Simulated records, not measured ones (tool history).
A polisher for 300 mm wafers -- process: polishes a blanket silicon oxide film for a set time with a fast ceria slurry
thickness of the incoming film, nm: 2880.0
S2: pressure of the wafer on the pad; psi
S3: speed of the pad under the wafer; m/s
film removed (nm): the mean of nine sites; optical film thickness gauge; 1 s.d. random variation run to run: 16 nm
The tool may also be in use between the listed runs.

{"run": 1, "hour": 0.0, "flow of slurry (ml/min)": 240, "S2": 2.9, "S3": 1.26, "polishing time (s)": 64, "film removed (nm)": 1224.0}
{"run": 2, "hour": 3.2, "flow of slurry (ml/min)": 240, "S2": 2.9, "S3": 1.26, "polishing time (s)": 68, "film removed (nm)": 1313.4}
{"run": 3, "hour": 8.5, "flow of slurry (ml/min)": 240, "S2": 2.9, "S3": 1.04, "polishing time (s)": 68, "film removed (nm)": 1154.0}
{"run": 4, "hour": 16.8, "flow of slurry (ml/min)": 280, "S2": 2.9, "S3": 1.04, "polishing time (s)": 68, "film removed (nm)": 1194.5}
{"run": 5, "hour": 20.5, "flow of slurry (ml/min)": 280, "S2": 2.4, "S3": 1.04, "polishing time (s)": 68, "film removed (nm)": 1044.0}
{"run": 6, "hour": 26.2, "flow of slurry (ml/min)": 280, "S2": 2.4, "S3": 0.74, "polishing time (s)": 68, "film removed (nm)": 850.84}
{"run": 7, "hour": 33.5, "flow of slurry (ml/min)": 290, "S2": 2.7, "S3": 0.76, "polishing time (s)": 68, "film removed (nm)": 944.81}
{"run": 8, "hour": 34.9, "flow of slurry (ml/min)": 295, "S2": 3.0, "S3": 0.78, "polishing time (s)": 68, "film removed (nm)": 1035.2}
{"run": 9, "hour": 36.6, "flow of slurry (ml/min)": 300, "S2": 3.2, "S3": 0.82, "polishing time (s)": 68, "film removed (nm)": 1107.8}
{"run": 10, "hour": 43.1, "flow of slurry (ml/min)": 305, "S2": 3.4, "S3": 0.86, "polishing time (s)": 68, "film removed (nm)": 1224.3}
{"run": 11, "hour": 44.0, "flow of slurry (ml/min)": 310, "S2": 3.6, "S3": 0.88, "polishing time (s)": 68, "film removed (nm)": 1270.5}
{"run": 12, "hour": 51.0, "flow of slurry (ml/min)": 310, "S2": 3.6, "S3": 0.88, "polishing time (s)": 68, "film removed (nm)": 1282.8}
{"run": 13, "hour": 59.5, "flow of slurry (ml/min)": 315, "S2": 3.7, "S3": 0.92, "polishing time (s)": 68, "film removed (nm)": 1356.9}
{"run": 14, "hour": 63.7, "flow of slurry (ml/min)": 315, "S2": 3.8, "S3": 0.94, "polishing time (s)": 68, "film removed (nm)": 1416.3}
{"run": 15, "hour": 68.3, "flow of slurry (ml/min)": 315, "S2": 3.9, "S3": 0.96, "polishing time (s)": 68, "film removed (nm)": 1446.4}
{"run": 16, "hour": 71.4, "flow of slurry (ml/min)": 315, "S2": 4.0, "S3": 0.98, "polishing time (s)": 68, "film removed (nm)": 1485.7}

Expected results for the next run?
{"run": 17, "hour": 73.8, "flow of slurry (ml/min)": 320, "S2": 4.1, "S3": 1.0, "polishing time (s)": 68, "film removed (nm)": "?"}

film removed (nm): 1556.60
